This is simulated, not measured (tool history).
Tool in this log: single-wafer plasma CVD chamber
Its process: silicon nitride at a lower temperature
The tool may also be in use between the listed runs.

run,hour,heater temperature setpoint (deg C),chamber pressure (mTorr),RF power (W),deposition time (s),mean film thickness on the monitor wafer (Å)
1,0.0,340,2060,245,25.2,256.95
2,3.5,340,2260,245,25.2,261.73
3,6.6,340,1930,245,25.2,253.15
4,13.7,340,2000,250,25.2,260.03
5,15.6,340,2050,255,25.2,266.43
6,20.2,340,2110,255,25.2,267.68
7,21.6,340,2170,255,25.2,269.03
8,28.5,340,2220,255,25.2,271.33

Run 9 has not been measured yet. What should we expect?
9,29.7,340,2270,255,25.2,?

mean film thickness on the monitor wafer (Å): 273.12
